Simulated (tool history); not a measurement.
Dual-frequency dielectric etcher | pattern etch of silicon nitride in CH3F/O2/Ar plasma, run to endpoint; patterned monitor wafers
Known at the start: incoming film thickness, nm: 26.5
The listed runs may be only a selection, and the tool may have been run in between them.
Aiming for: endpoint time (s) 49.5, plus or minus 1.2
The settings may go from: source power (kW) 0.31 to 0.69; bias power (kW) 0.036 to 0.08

run,hour,source power (kW),bias power (kW),endpoint time (s)
1,0,0.5,0.058,44.168
2,6.2,0.5,0.049,46.698
3,12.7,0.49,0.049,46.788
4,18.6,0.49,0.058,45.118
5,26.8,0.48,0.057,45.985
6,29.5,0.53,0.057,42.99
# hour 37.5: wet clean of the chamber
7,37.5,0.51,0.057,41.946
8,44.4,0.5,0.057,42.689
9,52.6,0.48,0.057,43.905

Which single option among these 4 for the next run brings every result within its allowed miss of target? Just one does.
A,60.8,0.4,0.046,?
B,60.8,0.46,0.051,?
C,60.8,0.4,0.045,?
D,60.8,0.45,0.042,?

move,endpoint time (s)
A,52.467
B,46.329
C,52.77
D,49.432
A: takes the biggest miss from the last run beyond its target
B: better than the last run, though not everything is in spec
C: takes the biggest miss from the last run beyond its target
D: each result inside its tolerance
D is the move that brings every result within its allowed miss.
